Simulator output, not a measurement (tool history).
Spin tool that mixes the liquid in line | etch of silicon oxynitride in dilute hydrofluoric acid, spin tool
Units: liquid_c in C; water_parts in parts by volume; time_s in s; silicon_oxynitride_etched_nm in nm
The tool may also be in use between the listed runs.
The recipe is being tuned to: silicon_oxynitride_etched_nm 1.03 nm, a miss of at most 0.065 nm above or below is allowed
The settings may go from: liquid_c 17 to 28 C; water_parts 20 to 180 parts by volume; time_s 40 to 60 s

Run 1, hour 0: liquid_c 20 C, water_parts 100 parts by volume, time_s 60 s. Result: silicon_oxynitride_etched_nm 0.68238 nm.
Run 2, hour 0.9: liquid_c 20 C, water_parts 120 parts by volume, time_s 60 s. Result: silicon_oxynitride_etched_nm 0.55964 nm.
Run 3, hour 3.6: liquid_c 18.5 C, water_parts 120 parts by volume, time_s 60 s. Result: silicon_oxynitride_etched_nm 0.52118 nm.
Run 4, hour 4.4: liquid_c 18.5 C, water_parts 120 parts by volume, time_s 40 s. Result: silicon_oxynitride_etched_nm 0.35527 nm.
Run 5, hour 5.8: liquid_c 20.5 C, water_parts 120 parts by volume, time_s 40 s. Result: silicon_oxynitride_etched_nm 0.38044 nm.
Run 6, hour 11.5: liquid_c 20.5 C, water_parts 105 parts by volume, time_s 40 s. Result: silicon_oxynitride_etched_nm 0.44353 nm.
Run 7, hour 15: liquid_c 20.5 C, water_parts 90 parts by volume, time_s 40 s. Result: silicon_oxynitride_etched_nm 0.53154 nm.
Run 8, hour 21.3: liquid_c 24.5 C, water_parts 50 parts by volume, time_s 45 s. Result: silicon_oxynitride_etched_nm 1.3182 nm.
Run 9, hour 30.2: liquid_c 24 C, water_parts 50 parts by volume, time_s 45 s. Result: silicon_oxynitride_etched_nm 1.32 nm.
Run 10, hour 35: liquid_c 20 C, water_parts 60 parts by volume, time_s 45 s. Result: silicon_oxynitride_etched_nm 0.86919 nm.
Run 11, hour 36.5: liquid_c 20.5 C, water_parts 60 parts by volume, time_s 45 s. Result: silicon_oxynitride_etched_nm 0.91792 nm.
Run 12, hour 39.4: liquid_c 21 C, water_parts 60 parts by volume, time_s 45 s. Result: silicon_oxynitride_etched_nm 0.92047 nm.
Run 13, hour 46.3: liquid_c 21.5 C, water_parts 60 parts by volume, time_s 45 s. Result: silicon_oxynitride_etched_nm 0.93076 nm.

4 next moves are on the table. One of them brings every result within its allowed miss. Which?
Run A, hour 53.2: liquid_c 22.5 C, water_parts 60 parts by volume, time_s 40 s. Result: silicon_oxynitride_etched_nm ?.
Run B, hour 53.2: liquid_c 25.5 C, water_parts 75 parts by volume, time_s 50 s. Result: silicon_oxynitride_etched_nm ?.
Run C, hour 53.2: liquid_c 21 C, water_parts 60 parts by volume, time_s 40 s. Result: silicon_oxynitride_etched_nm ?.
Run D, hour 53.2: liquid_c 22 C, water_parts 65 parts by volume, time_s 45 s. Result: silicon_oxynitride_etched_nm ?.

move  silicon_oxynitride_etched_nm
   A                       0.90714
   B                        1.0352
   C                       0.84243
   D                       0.91559
A: the biggest miss grows against the last run
B: every result lands within tolerance
C: the biggest miss grows against the last run
D: the biggest miss grows against the last run
The move that meets every target is B.
